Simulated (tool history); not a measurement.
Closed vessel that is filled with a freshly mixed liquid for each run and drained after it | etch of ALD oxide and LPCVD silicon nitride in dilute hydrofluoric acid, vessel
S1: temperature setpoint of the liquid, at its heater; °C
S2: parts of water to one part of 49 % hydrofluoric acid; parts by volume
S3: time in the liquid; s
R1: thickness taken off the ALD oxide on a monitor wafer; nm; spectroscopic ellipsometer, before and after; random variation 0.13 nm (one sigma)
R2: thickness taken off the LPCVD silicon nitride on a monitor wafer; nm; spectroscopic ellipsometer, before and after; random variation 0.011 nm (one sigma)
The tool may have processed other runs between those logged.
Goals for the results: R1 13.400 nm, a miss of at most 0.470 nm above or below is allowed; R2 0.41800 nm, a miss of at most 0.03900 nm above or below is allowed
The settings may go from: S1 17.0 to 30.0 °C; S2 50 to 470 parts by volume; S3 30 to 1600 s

run 1 hour=0.0 | S1=22.0 S2=260 S3=815 | R1=33.861 R2=1.13380
run 2 hour=7.1 | S1=25.0 S2=260 S3=815 | R1=38.114 R2=1.41470
run 3 hour=14.2 | S1=22.5 S2=260 S3=815 | R1=33.800 R2=1.19610
run 4 hour=15.6 | S1=22.5 S2=200 S3=815 | R1=46.602 R2=1.46760
run 5 hour=23.8 | S1=22.5 S2=200 S3=535 | R1=30.487 R2=0.98204
run 6 hour=32.0 | S1=22.5 S2=200 S3=775 | R1=44.729 R2=1.51650
-- hour=39.0 thermometer replaced
run 7 hour=39.0 | S1=21.5 S2=240 S3=775 | R1=37.691 R2=1.26390
run 8 hour=41.0 | S1=20.5 S2=280 S3=730 | R1=28.188 R2=0.98340
run 9 hour=45.8 | S1=20.5 S2=280 S3=730 | R1=28.405 R2=1.02780
run 10 hour=54.0 | S1=19.5 S2=295 S3=655 | R1=22.755 R2=0.79585
run 11 hour=60.8 | S1=19.0 S2=310 S3=620 | R1=19.485 R2=0.68432
run 12 hour=68.8 | S1=18.5 S2=320 S3=590 | R1=17.788 R2=0.63113
run 13 hour=70.9 | S1=18.0 S2=325 S3=560 | R1=16.240 R2=0.53868

4 next moves are on the table. One of them brings every result within its allowed miss. Which?
run A hour=73.0 | S1=19.5 S2=345 S3=480 | R1=? R2=?
run B hour=73.0 | S1=21.5 S2=440 S3=795 | R1=? R2=?
run C hour=73.0 | S1=17.5 S2=235 S3=310 | R1=? R2=?
run D hour=73.0 | S1=21.0 S2=380 S3=645 | R1=? R2=?

move=A R1=13.809 R2=0.49651
move=B R1=17.745 R2=0.73516
move=C R1=13.372 R2=0.40711
move=D R1=17.238 R2=0.66717
A: brings the last run's worst result on target, with another outside its allowed miss
B: the biggest miss grows against the last run
C: hits every target within its allowed miss
D: the biggest miss grows against the last run
Go with C: it meets all targets.

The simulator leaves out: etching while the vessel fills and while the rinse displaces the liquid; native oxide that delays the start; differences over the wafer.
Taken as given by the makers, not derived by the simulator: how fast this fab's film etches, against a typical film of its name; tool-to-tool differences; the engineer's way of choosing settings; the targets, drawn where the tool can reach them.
